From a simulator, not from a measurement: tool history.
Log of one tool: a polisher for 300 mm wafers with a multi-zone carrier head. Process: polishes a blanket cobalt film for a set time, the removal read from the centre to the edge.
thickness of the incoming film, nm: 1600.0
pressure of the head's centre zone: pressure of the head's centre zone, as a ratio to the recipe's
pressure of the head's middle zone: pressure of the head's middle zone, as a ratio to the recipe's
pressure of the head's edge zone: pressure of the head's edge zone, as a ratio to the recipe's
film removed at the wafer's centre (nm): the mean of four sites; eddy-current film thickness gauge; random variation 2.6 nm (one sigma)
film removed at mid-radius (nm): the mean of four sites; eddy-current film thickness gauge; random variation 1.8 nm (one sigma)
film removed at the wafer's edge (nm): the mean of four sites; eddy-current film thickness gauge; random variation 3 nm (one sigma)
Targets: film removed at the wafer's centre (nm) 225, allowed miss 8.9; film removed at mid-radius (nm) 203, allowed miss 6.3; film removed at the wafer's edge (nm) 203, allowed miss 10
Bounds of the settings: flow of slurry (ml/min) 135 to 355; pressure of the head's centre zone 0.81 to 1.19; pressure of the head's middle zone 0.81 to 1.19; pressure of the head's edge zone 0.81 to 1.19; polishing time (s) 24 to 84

| run | hour | flow of slurry (ml/min) | pressure of the head's centre zone | pressure of the head's middle zone | pressure of the head's edge zone | polishing time (s) | film removed at the wafer's centre (nm) | film removed at mid-radius (nm) | film removed at the wafer's edge (nm) |
|---|---|---|---|---|---|---|---|---|---|
| 1 | 0 | 225 | 1 | 1 | 1 | 54 | 347.78 | 371.81 | 365.36 |
| 2 | 8.5 | 275 | 1 | 1 | 1 | 54 | 359.62 | 378.53 | 381.08 |
| 3 | 10.7 | 320 | 1 | 1 | 1 | 54 | 351.76 | 387.26 | 371.18 |
| 4 | 15.8 | 320 | 1.02 | 0.97 | 0.97 | 46 | 308.94 | 312.82 | 312.25 |
| 5 | 23 | 325 | 1.03 | 0.96 | 0.94 | 41 | 281.38 | 283.74 | 286.45 |
| 6 | 29.9 | 330 | 1.06 | 0.96 | 0.91 | 37 | 258.8 | 259.88 | 253.08 |
| 7 | 38.7 | 290 | 1.12 | 0.86 | 0.81 | 30 | 215.8 | 187.91 | 193.05 |
| 8 | 42.6 | 300 | 1.12 | 0.87 | 0.82 | 30 | 225.2 | 188.04 | 194.81 |
| 9 | 48.2 | 305 | 1.11 | 0.88 | 0.82 | 30 | 220.63 | 191.32 | 196.33 |
| 10 | 52.7 | 310 | 1.11 | 0.89 | 0.82 | 30 | 219.66 | 192.89 | 196.86 |
| 11 | 53.7 | 310 | 1.11 | 0.9 | 0.83 | 30 | 220.02 | 192.99 | 193.51 |
| 12 | 59.2 | 315 | 1.11 | 0.9 | 0.84 | 30 | 225.29 | 196.28 | 195.22 |
|  | 65.5 | centre zone pressure recalibrated |
| 13 | 65.5 | 315 | 1.1 | 0.9 | 0.85 | 30 | 240.82 | 196.62 | 198.1 |
| 14 | 70.8 | 310 | 1.09 | 0.9 | 0.85 | 30 | 232.59 | 195.96 | 195.33 |
| 15 | 73.8 | 310 | 1.1 | 0.9 | 0.84 | 30 | 235.8 | 194.87 | 198.63 |
| 16 | 78.1 | 320 | 1.12 | 0.89 | 0.83 | 31 | 249.29 | 200.69 | 199.49 |
| 17 | 87 | 315 | 1.12 | 0.9 | 0.83 | 31 | 250.13 | 203.56 | 200.16 |
| 18 | 94.1 | 305 | 1.12 | 0.9 | 0.83 | 31 | 249.96 | 201.05 | 200.85 |
| 19 | 95.6 | 310 | 1.11 | 0.9 | 0.83 | 31 | 243.37 | 202.15 | 202.36 |
| 20 | 102 | 305 | 1.1 | 0.91 | 0.83 | 31 | 246.04 | 205.77 | 198.64 |
| 21 | 109.3 | 305 | 1 | 0.87 | 0.89 | 31 | 219.72 | 197.41 | 206.78 |

Which of these 5 next moves meets every target?
| A | 116.6 | 315 | 1.05 | 0.92 | 0.86 | 29 | ? | ? | ? |
| B | 116.6 | 270 | 0.97 | 0.84 | 0.94 | 31 | ? | ? | ? |
| C | 116.6 | 310 | 1.03 | 0.88 | 0.93 | 30 | ? | ? | ? |
| D | 116.6 | 335 | 1.02 | 0.91 | 0.84 | 31 | ? | ? | ? |
| E | 116.6 | 320 | 0.94 | 0.81 | 0.93 | 33 | ? | ? | ? |

| move | film removed at the wafer's centre (nm) | film removed at mid-radius (nm) | film removed at the wafer's edge (nm) |
|---|---|---|---|
| A | 217.97 | 195.7 | 194.79 |
| B | 211.5 | 191.26 | 212.77 |
| C | 220.74 | 194.84 | 207.09 |
| D | 227.62 | 208.45 | 207.41 |
| E | 222.03 | 200.9 | 228.51 |
A: further off than the last run
B: further off than the last run
C: further off than the last run
D: meets every target
E: brings the result that was furthest off to its target, and leaves another outside
The right move is D.
